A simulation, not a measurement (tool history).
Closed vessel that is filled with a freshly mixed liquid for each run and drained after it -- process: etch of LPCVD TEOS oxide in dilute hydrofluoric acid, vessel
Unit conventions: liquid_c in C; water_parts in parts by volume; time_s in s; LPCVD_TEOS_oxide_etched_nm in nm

Run 1, hour 0.0: liquid_c 25.0 C, water_parts 80 parts by volume, time_s 95 s. Result: LPCVD_TEOS_oxide_etched_nm 70.779 nm.
Run 2, hour 9.1: liquid_c 27.0 C, water_parts 75 parts by volume, time_s 95 s. Result: LPCVD_TEOS_oxide_etched_nm 82.519 nm.
Run 3, hour 11.2: liquid_c 28.5 C, water_parts 75 parts by volume, time_s 95 s. Result: LPCVD_TEOS_oxide_etched_nm 86.281 nm.
Run 4, hour 14.4: liquid_c 31.5 C, water_parts 75 parts by volume, time_s 95 s. Result: LPCVD_TEOS_oxide_etched_nm 98.863 nm.
Run 5, hour 21.9: liquid_c 29.5 C, water_parts 75 parts by volume, time_s 95 s. Result: LPCVD_TEOS_oxide_etched_nm 91.198 nm.
Run 6, hour 22.9: liquid_c 29.5 C, water_parts 75 parts by volume, time_s 95 s. Result: LPCVD_TEOS_oxide_etched_nm 91.282 nm.

Run 7 comes next. What will it give?
Run 7, hour 29.3: liquid_c 30.5 C, water_parts 75 parts by volume, time_s 95 s. Result: LPCVD_TEOS_oxide_etched_nm ?.

Run 7 yielded LPCVD_TEOS_oxide_etched_nm 94.447 nm.
